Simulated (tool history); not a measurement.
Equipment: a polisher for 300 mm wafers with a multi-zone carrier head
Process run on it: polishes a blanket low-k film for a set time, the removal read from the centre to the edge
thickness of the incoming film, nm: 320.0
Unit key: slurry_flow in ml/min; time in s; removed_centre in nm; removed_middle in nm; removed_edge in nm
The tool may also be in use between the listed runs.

run 1 hour=0.0 | slurry_flow=205 centre_zone=1.00 middle_zone=1.00 edge_zone=1.00 slurry_solids=1.00 time=85 | removed_centre=42.276 removed_middle=43.042 removed_edge=40.725
run 2 hour=7.4 | slurry_flow=205 centre_zone=0.93 middle_zone=1.00 edge_zone=1.00 slurry_solids=1.00 time=85 | removed_centre=39.133 removed_middle=42.137 removed_edge=40.453
run 3 hour=13.3 | slurry_flow=245 centre_zone=0.93 middle_zone=1.00 edge_zone=1.00 slurry_solids=1.00 time=85 | removed_centre=40.169 removed_middle=43.111 removed_edge=41.449
run 4 hour=17.5 | slurry_flow=245 centre_zone=0.93 middle_zone=1.06 edge_zone=1.00 slurry_solids=1.00 time=85 | removed_centre=41.271 removed_middle=44.825 removed_edge=41.312
run 5 hour=20.6 | slurry_flow=255 centre_zone=0.99 middle_zone=1.02 edge_zone=1.04 slurry_solids=1.05 time=85 | removed_centre=44.376 removed_middle=44.992 removed_edge=42.678
run 6 hour=23.2 | slurry_flow=255 centre_zone=0.99 middle_zone=1.08 edge_zone=1.04 slurry_solids=1.05 time=85 | removed_centre=43.996 removed_middle=47.242 removed_edge=43.719

Estimate the outcome of run 7 from the log above:
run 7 hour=24.7 | slurry_flow=260 centre_zone=1.03 middle_zone=1.03 edge_zone=1.08 slurry_solids=1.10 time=85 | removed_centre=? removed_middle=? removed_edge=?

{"run 7": {"removed_centre": 47.427, "removed_middle": 45.85, "removed_edge": 45.466}}
